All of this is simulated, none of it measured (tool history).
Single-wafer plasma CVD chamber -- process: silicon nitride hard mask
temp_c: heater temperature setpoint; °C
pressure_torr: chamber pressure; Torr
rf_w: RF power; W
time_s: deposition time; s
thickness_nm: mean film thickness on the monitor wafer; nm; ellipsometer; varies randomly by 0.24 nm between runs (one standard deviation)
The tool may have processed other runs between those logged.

| run | hour | temp_c | pressure_torr | rf_w | time_s | thickness_nm |
|---|---|---|---|---|---|---|
| 1 | 0 | 385 | 2.02 | 270 | 67.8 | 74.217 |
| 2 | 8.3 | 385 | 1.92 | 265 | 67.8 | 72.151 |
| 3 | 11.1 | 385 | 1.92 | 230 | 67.8 | 63.284 |
| 4 | 14.8 | 385 | 1.92 | 230 | 67.8 | 63.534 |
| 5 | 19.2 | 385 | 1.98 | 230 | 67.8 | 63.288 |
| 6 | 20.6 | 385 | 2.01 | 235 | 67.8 | 64.918 |

Estimate the outcome of run 7 from the log above:
| 7 | 23.2 | 385 | 2.04 | 235 | 67.8 | ? |

thickness_nm: 65.254 nm

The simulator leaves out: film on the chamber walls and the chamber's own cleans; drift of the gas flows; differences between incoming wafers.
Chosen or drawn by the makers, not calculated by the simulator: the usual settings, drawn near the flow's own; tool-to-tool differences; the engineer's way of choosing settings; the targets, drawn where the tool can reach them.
